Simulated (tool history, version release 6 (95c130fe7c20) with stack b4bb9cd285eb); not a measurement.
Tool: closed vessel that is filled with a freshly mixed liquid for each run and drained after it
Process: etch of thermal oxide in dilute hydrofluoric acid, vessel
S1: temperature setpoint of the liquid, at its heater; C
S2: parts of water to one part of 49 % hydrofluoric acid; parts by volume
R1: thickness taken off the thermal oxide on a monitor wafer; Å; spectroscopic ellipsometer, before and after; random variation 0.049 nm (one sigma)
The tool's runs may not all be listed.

Run 1, hour 0: S1 26 C, S2 45 parts by volume, time in the liquid (s) 90. Result: R1 125.63 Å.
Run 2, hour 2.8: S1 25.5 C, S2 45 parts by volume, time in the liquid (s) 90. Result: R1 122.49 Å.
Run 3, hour 3.7: S1 25 C, S2 45 parts by volume, time in the liquid (s) 90. Result: R1 121.16 Å.
Run 4, hour 12: S1 23.5 C, S2 45 parts by volume, time in the liquid (s) 90. Result: R1 113.92 Å.
Run 5, hour 14.1: S1 23 C, S2 45 parts by volume, time in the liquid (s) 90. Result: R1 111.13 Å.
Run 6, hour 20.6: S1 23 C, S2 45 parts by volume, time in the liquid (s) 90. Result: R1 110.71 Å.
Run 7, hour 22.2: S1 22.5 C, S2 45 parts by volume, time in the liquid (s) 90. Result: R1 109.39 Å.
Run 8, hour 28.8: S1 22 C, S2 45 parts by volume, time in the liquid (s) 90. Result: R1 106.28 Å.

Forecast run 9:
Run 9, hour 36.9: S1 21.5 C, S2 45 parts by volume, time in the liquid (s) 90. Result: R1 ?.

R1: 103.95 Å
